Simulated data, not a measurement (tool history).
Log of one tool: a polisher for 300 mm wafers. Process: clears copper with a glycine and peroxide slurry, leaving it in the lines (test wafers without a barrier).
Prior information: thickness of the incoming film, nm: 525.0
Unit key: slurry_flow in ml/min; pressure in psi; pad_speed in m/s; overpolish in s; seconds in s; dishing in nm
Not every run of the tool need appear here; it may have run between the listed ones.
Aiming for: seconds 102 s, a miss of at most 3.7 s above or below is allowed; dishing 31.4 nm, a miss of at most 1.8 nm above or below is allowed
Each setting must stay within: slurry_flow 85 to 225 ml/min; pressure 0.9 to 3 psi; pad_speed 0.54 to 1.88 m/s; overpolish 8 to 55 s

Run 1, day 0: slurry_flow 145 ml/min, pressure 1.9 psi, pad_speed 1.2 m/s, overpolish 28 s. Result: seconds 143.47 s, dishing 65.869 nm.
Run 2, day 0.108: slurry_flow 145 ml/min, pressure 2.4 psi, pad_speed 1.2 m/s, overpolish 28 s. Result: seconds 117.2 s, dishing 75.603 nm.
Run 3, day 0.354: slurry_flow 140 ml/min, pressure 2.4 psi, pad_speed 1.24 m/s, overpolish 26 s. Result: seconds 116.19 s, dishing 72.036 nm.
Run 4, day 0.483: slurry_flow 155 ml/min, pressure 2.4 psi, pad_speed 1.24 m/s, overpolish 26 s. Result: seconds 113.52 s, dishing 75.375 nm.
Run 5, day 0.596: slurry_flow 155 ml/min, pressure 2.9 psi, pad_speed 1.24 m/s, overpolish 26 s. Result: seconds 97.347 s, dishing 85.355 nm.
Run 6, day 0.942: slurry_flow 155 ml/min, pressure 2.9 psi, pad_speed 1.02 m/s, overpolish 26 s. Result: seconds 115.53 s, dishing 74.233 nm.
Run 7, day 1.038: slurry_flow 155 ml/min, pressure 2.9 psi, pad_speed 1.02 m/s, overpolish 26 s. Result: seconds 115.65 s, dishing 78.839 nm.
Run 8, day 1.367: slurry_flow 150 ml/min, pressure 2.7 psi, pad_speed 1.12 m/s, overpolish 24 s. Result: seconds 113.43 s, dishing 71.307 nm.
At day 1.612: head pressure recalibrated.
Run 9, day 1.612: slurry_flow 145 ml/min, pressure 2.5 psi, pad_speed 1.2 m/s, overpolish 22 s. Result: seconds 107.22 s, dishing 68.677 nm.
Run 10, day 1.667: slurry_flow 140 ml/min, pressure 2.3 psi, pad_speed 1.24 m/s, overpolish 21 s. Result: seconds 112.88 s, dishing 65.927 nm.
Run 11, day 2.012: slurry_flow 135 ml/min, pressure 2.2 psi, pad_speed 1.28 m/s, overpolish 20 s. Result: seconds 116.1 s, dishing 59.381 nm.
Run 12, day 2.233: slurry_flow 130 ml/min, pressure 2.1 psi, pad_speed 1.34 m/s, overpolish 19 s. Result: seconds 115.72 s, dishing 56.901 nm.
Run 13, day 2.604: slurry_flow 125 ml/min, pressure 2 psi, pad_speed 1.4 m/s, overpolish 18 s. Result: seconds 118.4 s, dishing 54.778 nm.

Below are 5 possible settings for the next run. Only one of them brings all results inside the allowed miss of their targets. Which is it?
Run A, day 2.975: slurry_flow 115 ml/min, pressure 2.2 psi, pad_speed 1.74 m/s, overpolish 8 s. Result: seconds ?, dishing ?.
Run B, day 2.975: slurry_flow 100 ml/min, pressure 2.1 psi, pad_speed 1.48 m/s, overpolish 8 s. Result: seconds ?, dishing ?.
Run C, day 2.975: slurry_flow 125 ml/min, pressure 2.2 psi, pad_speed 1.5 m/s, overpolish 8 s. Result: seconds ?, dishing ?.
Run D, day 2.975: slurry_flow 105 ml/min, pressure 2.4 psi, pad_speed 1.62 m/s, overpolish 8 s. Result: seconds ?, dishing ?.
Run E, day 2.975: slurry_flow 110 ml/min, pressure 2.3 psi, pad_speed 1.34 m/s, overpolish 24 s. Result: seconds ?, dishing ?.

move  seconds  dishing
   A   92.311   33.508
   B   113.35   27.993
   C   103.25   30.445
   D   92.694   33.514
   E      112   69.736
A: closes in on the targets versus the last run, not all within tolerance yet
B: the result that was furthest off in the last run now lies on the other side of its target
C: all results in spec
D: closes in on the targets versus the last run, not all within tolerance yet
E: lands further from the targets than the last run did
Go with C: it meets all targets.
